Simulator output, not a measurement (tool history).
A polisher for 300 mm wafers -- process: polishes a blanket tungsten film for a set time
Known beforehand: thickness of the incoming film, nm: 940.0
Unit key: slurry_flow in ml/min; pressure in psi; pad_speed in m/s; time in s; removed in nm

Run 1, hour 0.0: slurry_flow 170 ml/min, pressure 4.6 psi, pad_speed 1.20 m/s, slurry_solids 1.0, time 22 s. Result: removed 119.700 nm.
Run 2, hour 8.2: slurry_flow 170 ml/min, pressure 4.6 psi, pad_speed 1.20 m/s, slurry_solids 1.1, time 22 s. Result: removed 121.330 nm.
Run 3, hour 13.0: slurry_flow 170 ml/min, pressure 4.6 psi, pad_speed 0.98 m/s, slurry_solids 1.1, time 22 s. Result: removed 99.915 nm.
Run 4, hour 13.7: slurry_flow 185 ml/min, pressure 4.6 psi, pad_speed 0.98 m/s, slurry_solids 1.1, time 22 s. Result: removed 102.230 nm.
Run 5, hour 18.1: slurry_flow 185 ml/min, pressure 4.6 psi, pad_speed 1.10 m/s, slurry_solids 1.1, time 22 s. Result: removed 111.850 nm.
Run 6, hour 25.7: slurry_flow 185 ml/min, pressure 4.5 psi, pad_speed 1.10 m/s, slurry_solids 1.1, time 22 s. Result: removed 111.320 nm.

Run 7 comes next. What will it give?
Run 7, hour 32.6: slurry_flow 175 ml/min, pressure 4.5 psi, pad_speed 1.10 m/s, slurry_solids 1.1, time 22 s. Result: removed ?.

removed: 110.890 nm

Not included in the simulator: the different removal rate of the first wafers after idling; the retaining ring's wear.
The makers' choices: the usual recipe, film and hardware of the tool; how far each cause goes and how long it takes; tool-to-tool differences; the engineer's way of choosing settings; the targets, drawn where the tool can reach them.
